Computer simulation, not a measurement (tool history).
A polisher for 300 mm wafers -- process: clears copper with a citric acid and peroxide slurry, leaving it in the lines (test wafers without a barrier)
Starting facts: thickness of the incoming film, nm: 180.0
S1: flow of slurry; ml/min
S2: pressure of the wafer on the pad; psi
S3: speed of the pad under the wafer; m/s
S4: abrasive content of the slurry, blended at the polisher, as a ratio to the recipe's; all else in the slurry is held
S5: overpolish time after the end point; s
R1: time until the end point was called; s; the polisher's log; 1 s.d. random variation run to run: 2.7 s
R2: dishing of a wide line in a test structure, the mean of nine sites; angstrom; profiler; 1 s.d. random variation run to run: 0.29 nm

Run 1, hour 0: S1 240 ml/min, S2 2.7 psi, S3 0.92 m/s, S4 1, S5 12 s. Result: R1 115.63 s, R2 144.48 angstrom.
Run 2, hour 1: S1 300 ml/min, S2 2.7 psi, S3 0.92 m/s, S4 1, S5 12 s. Result: R1 111.38 s, R2 149.61 angstrom.
Run 3, hour 1.9: S1 300 ml/min, S2 2.4 psi, S3 0.92 m/s, S4 1, S5 12 s. Result: R1 125.51 s, R2 134.82 angstrom.
Run 4, hour 4.7: S1 270 ml/min, S2 2.4 psi, S3 0.92 m/s, S4 1, S5 12 s. Result: R1 130.01 s, R2 130.23 angstrom.
Run 5, hour 12.7: S1 270 ml/min, S2 2.3 psi, S3 0.92 m/s, S4 1, S5 12 s. Result: R1 134.2 s, R2 124.07 angstrom.
Run 6, hour 13.8: S1 270 ml/min, S2 2.2 psi, S3 0.92 m/s, S4 1, S5 12 s. Result: R1 141.6 s, R2 119.87 angstrom.

For run 7, what comes out?
Run 7, hour 17: S1 270 ml/min, S2 2.1 psi, S3 0.92 m/s, S4 1, S5 12 s. Result: R1 ?, R2 ?.

{"run 7": {"R1": 146.25, "R2": 112}}

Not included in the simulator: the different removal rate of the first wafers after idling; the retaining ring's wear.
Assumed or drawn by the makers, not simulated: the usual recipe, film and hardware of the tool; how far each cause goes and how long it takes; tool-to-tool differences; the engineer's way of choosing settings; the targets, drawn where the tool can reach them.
